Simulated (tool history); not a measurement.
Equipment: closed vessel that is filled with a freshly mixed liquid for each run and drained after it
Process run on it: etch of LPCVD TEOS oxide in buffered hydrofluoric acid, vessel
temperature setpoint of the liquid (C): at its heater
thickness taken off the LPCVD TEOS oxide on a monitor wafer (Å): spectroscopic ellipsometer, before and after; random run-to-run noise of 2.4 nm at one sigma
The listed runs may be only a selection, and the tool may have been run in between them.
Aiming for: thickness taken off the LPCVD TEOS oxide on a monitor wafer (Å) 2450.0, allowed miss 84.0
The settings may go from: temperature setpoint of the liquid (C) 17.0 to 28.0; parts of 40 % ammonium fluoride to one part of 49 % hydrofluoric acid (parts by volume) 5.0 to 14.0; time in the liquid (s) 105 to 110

run  hour  temperature setpoint of the liquid (C)  parts of 40 % ammonium fluoride to one part of 49 % hydrofluoric acid (parts by volume)  time in the liquid (s)  thickness taken off the LPCVD TEOS oxide on a monitor wafer (Å)
  1   0.0                                    20.0                                                                                      8.5                     105                                                           3942.6
  2   2.4                                    23.0                                                                                      8.5                     105                                                           4766.6
  3   6.4                                    23.0                                                                                      6.5                     105                                                           6195.1
  4   8.9                                    23.0                                                                                      8.0                     105                                                           4919.5
  5  15.2                                    23.0                                                                                      6.5                     105                                                           6096.2
  6  18.3                                    24.5                                                                                      6.5                     105                                                           6527.1
  7  23.9                                    20.5                                                                                      9.5                     105                                                           3692.4
  8  26.7                                    20.0                                                                                      9.5                     105                                                           3524.8
  9  29.1                                    19.5                                                                                      9.5                     105                                                           3508.5
 10  36.1                                    19.0                                                                                     10.0                     105                                                           3209.7
 11  37.6                                    18.5                                                                                     10.0                     105                                                           3183.2
 12  44.7                                    17.5                                                                                     11.0                     105                                                           2692.1
 13  46.9                                    17.0                                                                                     11.5                     105                                                           2570.4

Which one of the following 4 next-run settings gets every result inside its allowed miss? There is exactly one.
  A  49.1                                    20.0                                                                                     13.0                     105                                                                ?
  B  49.1                                    17.5                                                                                     13.0                     110                                                                ?
  C  49.1                                    17.0                                                                                     13.0                     105                                                                ?
  D  49.1                                    17.5                                                                                     11.5                     105                                                                ?

move  thickness taken off the LPCVD TEOS oxide on a monitor wafer (Å)
   A                                                           2685.2
   B                                                           2442.5
   C                                                           2265.8
   D                                                           2628.8
A: moves away from the targets compared with the last run
B: in spec on every target
C: takes the result that was furthest off past its target
D: moves away from the targets compared with the last run
The move that meets every target is B.

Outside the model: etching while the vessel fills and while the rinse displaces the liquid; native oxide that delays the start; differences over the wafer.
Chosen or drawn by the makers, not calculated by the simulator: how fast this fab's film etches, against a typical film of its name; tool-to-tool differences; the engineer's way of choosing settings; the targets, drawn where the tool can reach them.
